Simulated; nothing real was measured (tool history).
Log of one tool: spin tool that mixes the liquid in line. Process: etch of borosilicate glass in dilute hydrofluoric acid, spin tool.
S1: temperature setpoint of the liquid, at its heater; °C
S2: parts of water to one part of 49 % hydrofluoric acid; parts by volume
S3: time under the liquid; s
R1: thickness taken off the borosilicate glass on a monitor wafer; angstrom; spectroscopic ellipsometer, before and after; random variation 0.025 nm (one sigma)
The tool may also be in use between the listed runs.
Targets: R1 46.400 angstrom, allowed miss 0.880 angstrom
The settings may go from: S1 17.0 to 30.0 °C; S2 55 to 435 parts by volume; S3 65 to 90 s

{"run": 1, "hour": 0.0, "S1": 22.0, "S2": 245, "S3": 90, "R1": 56.434}
{"run": 2, "hour": 8.5, "S1": 20.5, "S2": 245, "S3": 90, "R1": 53.358}
{"run": 3, "hour": 14.9, "S1": 19.5, "S2": 245, "S3": 90, "R1": 51.348}
{"run": 4, "hour": 21.0, "S1": 19.0, "S2": 245, "S3": 90, "R1": 50.397}
{"run": 5, "hour": 25.9, "S1": 19.0, "S2": 245, "S3": 90, "R1": 50.216}
{"run": 6, "hour": 32.9, "S1": 18.5, "S2": 245, "S3": 90, "R1": 49.266}
{"run": 7, "hour": 35.6, "S1": 18.0, "S2": 245, "S3": 90, "R1": 48.115}
{"run": 8, "hour": 44.1, "S1": 17.5, "S2": 245, "S3": 90, "R1": 47.705}
{"run": 9, "hour": 46.9, "S1": 17.0, "S2": 250, "S3": 90, "R1": 45.225}
{"run": 10, "hour": 54.5, "S1": 17.0, "S2": 250, "S3": 90, "R1": 45.343}

5 next moves are on the table. One of them brings every result within its allowed miss. Which?
{"run": "A", "hour": 62.1, "S1": 17.5, "S2": 240, "S3": 90, "R1": "?"}
{"run": "B", "hour": 62.1, "S1": 17.5, "S2": 250, "S3": 90, "R1": "?"}
{"run": "C", "hour": 62.1, "S1": 17.0, "S2": 255, "S3": 90, "R1": "?"}
{"run": "D", "hour": 62.1, "S1": 17.5, "S2": 260, "S3": 90, "R1": "?"}
{"run": "E", "hour": 62.1, "S1": 17.0, "S2": 245, "S3": 85, "R1": "?"}

move=A R1=48.753
move=B R1=46.420
move=C R1=44.446
move=D R1=44.272
move=E R1=44.045
A: takes the result that was furthest off past its target
B: meets every target
C: further off than the last run
D: further off than the last run
E: further off than the last run
Move B is the one to make.
